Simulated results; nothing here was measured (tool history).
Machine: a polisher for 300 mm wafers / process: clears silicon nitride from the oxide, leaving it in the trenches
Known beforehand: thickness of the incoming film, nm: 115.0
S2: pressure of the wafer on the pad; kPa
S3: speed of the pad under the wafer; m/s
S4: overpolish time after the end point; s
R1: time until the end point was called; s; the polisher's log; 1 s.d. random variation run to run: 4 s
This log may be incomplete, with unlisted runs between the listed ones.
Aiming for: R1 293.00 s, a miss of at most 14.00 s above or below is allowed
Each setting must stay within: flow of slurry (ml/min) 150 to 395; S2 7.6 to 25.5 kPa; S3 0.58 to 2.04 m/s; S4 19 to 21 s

{"run": 1, "hour": 0.0, "flow of slurry (ml/min)": 250, "S2": 16.5, "S3": 1.3, "S4": 19, "R1": 132.79}
{"run": 2, "hour": 3.0, "flow of slurry (ml/min)": 250, "S2": 15.2, "S3": 1.24, "S4": 19, "R1": 152.68}
{"run": 3, "hour": 5.2, "flow of slurry (ml/min)": 250, "S2": 13.8, "S3": 1.2, "S4": 19, "R1": 172.68}
{"run": 4, "hour": 8.8, "flow of slurry (ml/min)": 250, "S2": 15.9, "S3": 1.2, "S4": 19, "R1": 153.34}
{"run": 5, "hour": 17.4, "flow of slurry (ml/min)": 250, "S2": 15.9, "S3": 1.2, "S4": 21, "R1": 150.02}
{"run": 6, "hour": 24.6, "flow of slurry (ml/min)": 250, "S2": 15.9, "S3": 1.48, "S4": 21, "R1": 121.83}
{"run": 7, "hour": 27.6, "flow of slurry (ml/min)": 235, "S2": 11.7, "S3": 1.12, "S4": 21, "R1": 216.4}
{"run": 8, "hour": 31.4, "flow of slurry (ml/min)": 235, "S2": 7.6, "S3": 1.06, "S4": 21, "R1": 338.57}
{"run": 9, "hour": 40.0, "flow of slurry (ml/min)": 235, "S2": 8.3, "S3": 1.06, "S4": 21, "R1": 317.04}

Exercise: of the 4 proposed moves below, exactly one satisfies all targets within the stated allowed misses. Which move is it?
{"run": "A", "hour": 48.6, "flow of slurry (ml/min)": 150, "S2": 8.3, "S3": 1.06, "S4": 19, "R1": "?"}
{"run": "B", "hour": 48.6, "flow of slurry (ml/min)": 210, "S2": 9.0, "S3": 1.06, "S4": 19, "R1": "?"}
{"run": "C", "hour": 48.6, "flow of slurry (ml/min)": 200, "S2": 8.3, "S3": 0.92, "S4": 21, "R1": "?"}
{"run": "D", "hour": 48.6, "flow of slurry (ml/min)": 240, "S2": 7.6, "S3": 0.98, "S4": 21, "R1": "?"}

move=A R1=331.38
move=B R1=297.20
move=C R1=368.93
move=D R1=370.65
A: misses by more than the last run did
B: in spec on every target
C: misses by more than the last run did
D: misses by more than the last run did
B is the move that brings every result within its allowed miss.
